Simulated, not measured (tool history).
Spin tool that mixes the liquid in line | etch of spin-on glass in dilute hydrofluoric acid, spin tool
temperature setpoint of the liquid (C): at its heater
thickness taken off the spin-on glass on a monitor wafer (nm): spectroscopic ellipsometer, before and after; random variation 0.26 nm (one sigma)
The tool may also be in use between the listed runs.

run,hour,temperature setpoint of the liquid (C),parts of water to one part of 49 % hydrofluoric acid (parts by volume),time under the liquid (s),thickness taken off the spin-on glass on a monitor wafer (nm)
1,0.0,24.0,130,60,21.441
2,8.5,24.0,100,60,28.821
3,10.6,25.0,100,60,29.686
4,18.2,22.0,100,60,26.775
5,20.3,24.5,100,60,29.032
6,21.9,25.5,100,60,30.516

The next listed run, before its measurement:
7,29.4,26.0,100,60,?

thickness taken off the spin-on glass on a monitor wafer (nm): 31.111
